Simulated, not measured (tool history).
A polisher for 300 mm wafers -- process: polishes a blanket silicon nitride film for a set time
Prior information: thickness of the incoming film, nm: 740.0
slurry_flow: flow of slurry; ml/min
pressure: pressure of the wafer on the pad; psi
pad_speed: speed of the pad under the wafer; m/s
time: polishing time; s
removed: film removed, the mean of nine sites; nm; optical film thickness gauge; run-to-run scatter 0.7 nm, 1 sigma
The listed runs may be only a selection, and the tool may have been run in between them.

run  hour  slurry_flow  pressure  pad_speed  time  removed
  1     0          120       4.3       0.86    51   103.28
  2   5.3          120       4.3       0.86    51   101.86
  3  10.2          115       4.2       0.86    51   99.763
  4  15.3          115       4.2       0.86    46   91.134
  5  16.9          110       4.2       0.86    46   90.302
  6  19.2          110       4.2       0.86    51   99.491
  7  25.5          110         4       0.86    51   95.072
  8  29.7          110       3.9       0.86    51    92.78
  9  31.4          105       3.8       0.86    51   88.964
 10  35.3          100       3.8       0.86    51    88.02

Estimate the outcome of run 11 from the log above:
 11    38           95       3.8       0.86    51        ?

Run 11 produced removed 88.3 nm.

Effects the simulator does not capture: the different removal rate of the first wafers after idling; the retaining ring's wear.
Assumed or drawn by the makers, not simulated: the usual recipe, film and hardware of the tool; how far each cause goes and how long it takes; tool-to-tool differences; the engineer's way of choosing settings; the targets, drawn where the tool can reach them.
